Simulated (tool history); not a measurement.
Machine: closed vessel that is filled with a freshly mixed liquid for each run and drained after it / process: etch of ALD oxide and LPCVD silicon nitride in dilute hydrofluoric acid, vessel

run  hour  temperature setpoint of the liquid (K)  parts of water to one part of 49 % hydrofluoric acid (parts by volume)  time in the liquid (s)  thickness taken off the ALD oxide on a monitor wafer (Å)  thickness taken off the LPCVD silicon nitride on a monitor wafer (Å)
  1     0                                  294.15                                                                     195                     150                                                    69.386                                                                3.5239
  2   7.6                                  294.15                                                                     240                     150                                                    53.327                                                                3.0411
  3   9.8                                  297.15                                                                     240                     150                                                    59.979                                                                3.3662
  4  16.2                                  297.15                                                                     240                     215                                                    85.769                                                                5.2717
  5  25.5                                  297.15                                                                     240                     150                                                    60.312                                                                 2.914
  6    32                                  299.65                                                                     240                     150                                                    65.371                                                                 4.085
  7  33.8                                  298.65                                                                     255                     135                                                    53.434                                                                3.1215
  8    36                                  297.65                                                                     270                     120                                                    41.521                                                                2.2866
  9  41.4                                  297.65                                                                     270                     120                                                     41.99                                                                2.2544
 10    47                                  296.65                                                                     280                     110                                                    35.791                                                                2.2318
 11    55                                  295.65                                                                     290                     100                                                    29.847                                                                 1.579

Forecast run 12:
 12  60.4                                  295.15                                                                     300                      95                                                         ?                                                                     ?

Run 12 measured thickness taken off the ALD oxide on a monitor wafer (Å) 26.799, thickness taken off the LPCVD silicon nitride on a monitor wafer (Å) 1.4835.
